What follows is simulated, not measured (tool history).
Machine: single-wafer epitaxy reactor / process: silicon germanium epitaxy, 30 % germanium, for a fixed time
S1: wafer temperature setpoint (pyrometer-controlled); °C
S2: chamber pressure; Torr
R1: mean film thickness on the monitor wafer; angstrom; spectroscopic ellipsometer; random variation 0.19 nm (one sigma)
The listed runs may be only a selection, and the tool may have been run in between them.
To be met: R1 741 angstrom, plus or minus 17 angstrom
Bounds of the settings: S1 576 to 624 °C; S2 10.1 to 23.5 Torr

run,hour,S1,S2,R1
1,0,600,16.8,565.14
2,5,600,14.1,529.61
3,11.4,602,14.1,552.86
4,16.4,602,12.4,524.39
5,18,602,14.1,551.96
6,21.2,602,15.7,575.63
7,24,603,15.7,588.73
8,26.9,604,15.7,601.53
9,33.2,605,15.7,611.36
10,33.9,606,15.7,626.21
11,39.4,607,15.7,637.45
12,45,617,15.9,786.49

Exercise: of the 5 proposed moves below, exactly one satisfies all targets within the stated allowed misses. Which move is it?
A,50.6,610,19.6,?
B,50.6,614,14.3,?
C,50.6,615,13.4,?
D,50.6,614,14.1,?
E,50.6,612,15.2,?

move,R1
A,740.71
B,710.12
C,706.46
D,706.25
E,698.46
A: meets every target
B: takes the biggest miss from the last run beyond its target
C: takes the biggest miss from the last run beyond its target
D: takes the biggest miss from the last run beyond its target
E: takes the biggest miss from the last run beyond its target
The move that meets every target is A.
